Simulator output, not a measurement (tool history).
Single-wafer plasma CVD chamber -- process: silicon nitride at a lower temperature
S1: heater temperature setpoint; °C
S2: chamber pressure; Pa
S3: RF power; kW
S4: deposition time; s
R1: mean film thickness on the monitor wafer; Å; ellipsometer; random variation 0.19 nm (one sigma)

| run | hour | S1 | S2 | S3 | S4 | R1 |
|---|---|---|---|---|---|---|
| 1 | 0 | 365 | 237 | 0.235 | 32.7 | 322.32 |
| 2 | 3 | 365 | 237 | 0.235 | 32.7 | 324.19 |
| 3 | 6.7 | 365 | 237 | 0.235 | 32.7 | 318.47 |
| 4 | 8.6 | 365 | 249 | 0.24 | 32.7 | 334.34 |
| 5 | 14.4 | 365 | 212 | 0.24 | 32.7 | 323.95 |
| 6 | 23.2 | 375 | 212 | 0.24 | 32.7 | 318.91 |
| 7 | 26.2 | 375 | 225 | 0.245 | 32.7 | 331.06 |
|  | 34.4 | thermocouple changed; heater temperature recalibrated |
| 8 | 34.4 | 375 | 237 | 0.245 | 32.7 | 332.83 |
| 9 | 41.6 | 375 | 248 | 0.25 | 32.7 | 342.88 |
| 10 | 48.2 | 375 | 257 | 0.25 | 32.7 | 343.04 |
| 11 | 55.9 | 375 | 264 | 0.25 | 32.7 | 346.34 |
| 12 | 64.9 | 375 | 271 | 0.25 | 32.7 | 350.32 |
| 13 | 69.8 | 375 | 277 | 0.25 | 32.7 | 353.29 |
| 14 | 73.5 | 375 | 283 | 0.25 | 32.7 | 350.43 |
| 15 | 78.1 | 375 | 287 | 0.25 | 32.7 | 351.23 |
| 16 | 78.9 | 375 | 291 | 0.25 | 32.7 | 356.54 |

The next listed run, before its measurement:
| 17 | 86.6 | 375 | 296 | 0.25 | 32.7 | ? |

R1: 358.26 Å
